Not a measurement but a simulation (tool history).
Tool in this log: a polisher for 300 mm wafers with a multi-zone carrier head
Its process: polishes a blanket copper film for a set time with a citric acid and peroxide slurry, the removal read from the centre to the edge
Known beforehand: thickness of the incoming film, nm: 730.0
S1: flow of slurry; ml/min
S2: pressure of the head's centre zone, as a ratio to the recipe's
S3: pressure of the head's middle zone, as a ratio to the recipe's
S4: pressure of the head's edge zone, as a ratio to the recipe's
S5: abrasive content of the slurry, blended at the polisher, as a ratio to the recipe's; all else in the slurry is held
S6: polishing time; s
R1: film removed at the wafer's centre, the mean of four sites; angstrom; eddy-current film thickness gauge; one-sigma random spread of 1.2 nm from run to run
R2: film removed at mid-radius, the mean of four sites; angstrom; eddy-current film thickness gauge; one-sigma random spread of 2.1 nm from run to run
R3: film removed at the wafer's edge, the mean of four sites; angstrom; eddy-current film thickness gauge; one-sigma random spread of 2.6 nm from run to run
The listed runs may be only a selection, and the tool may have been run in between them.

| run | hour | S1 | S2 | S3 | S4 | S5 | S6 | R1 | R2 | R3 |
|---|---|---|---|---|---|---|---|---|---|---|
| 1 | 0.0 | 165 | 1.00 | 1.00 | 1.00 | 1.00 | 86 | 1136.2 | 1160.7 | 1235.1 |
| 2 | 7.8 | 185 | 1.00 | 1.00 | 1.00 | 1.00 | 86 | 1179.6 | 1213.7 | 1224.8 |
| 3 | 11.0 | 180 | 1.00 | 1.02 | 1.02 | 1.10 | 89 | 1234.2 | 1291.1 | 1272.9 |
| 4 | 13.5 | 170 | 0.99 | 1.03 | 1.03 | 1.15 | 93 | 1286.5 | 1334.2 | 1353.1 |
| 5 | 21.1 | 170 | 0.99 | 1.03 | 1.03 | 1.05 | 93 | 1240.1 | 1329.2 | 1381.3 |
| 6 | 24.6 | 170 | 1.00 | 1.05 | 1.05 | 1.05 | 95 | 1286.1 | 1393.1 | 1358.3 |
| 7 | 29.5 | 170 | 0.99 | 1.05 | 1.05 | 1.10 | 97 | 1303.4 | 1431.9 | 1422.7 |
| 8 | 36.4 | 170 | 0.98 | 1.05 | 1.06 | 1.15 | 99 | 1341.2 | 1454.6 | 1485.2 |

Run 9 comes next. What will it give?
| 9 | 42.2 | 175 | 0.97 | 1.06 | 1.07 | 1.20 | 100 | ? | ? | ? |

R1: 1355.0 angstrom
R2: 1506.2 angstrom
R3: 1525.3 angstrom
